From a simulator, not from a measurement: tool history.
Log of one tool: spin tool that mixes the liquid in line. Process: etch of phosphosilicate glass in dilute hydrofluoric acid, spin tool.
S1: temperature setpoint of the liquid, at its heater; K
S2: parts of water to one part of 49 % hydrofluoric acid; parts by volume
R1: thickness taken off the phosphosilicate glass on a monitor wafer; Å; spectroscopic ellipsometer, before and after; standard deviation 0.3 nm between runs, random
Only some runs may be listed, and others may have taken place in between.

Run 1, hour 0: S1 296.15 K, S2 285 parts by volume, time under the liquid (s) 40. Result: R1 185.09 Å.
Run 2, hour 1.5: S1 297.15 K, S2 275 parts by volume, time under the liquid (s) 40. Result: R1 199.63 Å.
Run 3, hour 2.8: S1 297.65 K, S2 270 parts by volume, time under the liquid (s) 40. Result: R1 210.45 Å.
Run 4, hour 7.4: S1 301.15 K, S2 270 parts by volume, time under the liquid (s) 40. Result: R1 237.07 Å.
At hour 13.7: thermometer replaced.
Run 5, hour 13.7: S1 304.15 K, S2 270 parts by volume, time under the liquid (s) 40. Result: R1 240.07 Å.
Run 6, hour 16.9: S1 304.15 K, S2 260 parts by volume, time under the liquid (s) 40. Result: R1 253.54 Å.
Run 7, hour 21.6: S1 304.15 K, S2 255 parts by volume, time under the liquid (s) 40. Result: R1 258.08 Å.

What does the tool deliver on the next run?
Run 8, hour 24.8: S1 304.15 K, S2 250 parts by volume, time under the liquid (s) 40. Result: R1 ?.

Run 8 came out at R1 264.44 Å.

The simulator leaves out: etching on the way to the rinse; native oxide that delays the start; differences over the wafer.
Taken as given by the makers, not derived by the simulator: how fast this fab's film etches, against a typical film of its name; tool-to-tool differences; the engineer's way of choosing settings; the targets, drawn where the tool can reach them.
